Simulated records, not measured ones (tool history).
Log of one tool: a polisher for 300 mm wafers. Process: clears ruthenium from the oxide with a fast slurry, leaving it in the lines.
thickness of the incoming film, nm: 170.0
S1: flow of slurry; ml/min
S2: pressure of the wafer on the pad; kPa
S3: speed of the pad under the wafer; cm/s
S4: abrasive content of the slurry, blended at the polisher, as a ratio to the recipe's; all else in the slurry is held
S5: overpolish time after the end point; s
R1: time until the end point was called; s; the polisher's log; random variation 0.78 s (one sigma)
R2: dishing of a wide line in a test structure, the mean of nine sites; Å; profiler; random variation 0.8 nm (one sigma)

Run 1, hour 0.0: S1 255 ml/min, S2 15.9 kPa, S3 80 cm/s, S4 1.0, S5 9 s. Result: R1 76.559 s, R2 172.66 Å.
Run 2, hour 2.5: S1 255 ml/min, S2 17.2 kPa, S3 80 cm/s, S4 1.0, S5 10 s. Result: R1 71.144 s, R2 203.96 Å.
Run 3, hour 9.6: S1 255 ml/min, S2 17.9 kPa, S3 80 cm/s, S4 1.0, S5 11 s. Result: R1 69.645 s, R2 233.63 Å.
Run 4, hour 17.4: S1 255 ml/min, S2 17.9 kPa, S3 80 cm/s, S4 1.2, S5 11 s. Result: R1 65.008 s, R2 239.83 Å.
Run 5, hour 21.0: S1 255 ml/min, S2 18.6 kPa, S3 80 cm/s, S4 1.2, S5 12 s. Result: R1 60.166 s, R2 282.96 Å.
Run 6, hour 27.8: S1 205 ml/min, S2 18.6 kPa, S3 80 cm/s, S4 1.2, S5 12 s. Result: R1 59.973 s, R2 270.50 Å.
Run 7, hour 29.6: S1 210 ml/min, S2 18.6 kPa, S3 80 cm/s, S4 1.2, S5 13 s. Result: R1 61.759 s, R2 296.75 Å.
Run 8, hour 37.5: S1 210 ml/min, S2 19.3 kPa, S3 80 cm/s, S4 1.2, S5 13 s. Result: R1 58.867 s, R2 296.43 Å.

Run 9 comes next. What will it give?
Run 9, hour 43.9: S1 215 ml/min, S2 19.3 kPa, S3 80 cm/s, S4 1.2, S5 14 s. Result: R1 ?, R2 ?.

R1: 60.004 s
R2: 310.90 Å

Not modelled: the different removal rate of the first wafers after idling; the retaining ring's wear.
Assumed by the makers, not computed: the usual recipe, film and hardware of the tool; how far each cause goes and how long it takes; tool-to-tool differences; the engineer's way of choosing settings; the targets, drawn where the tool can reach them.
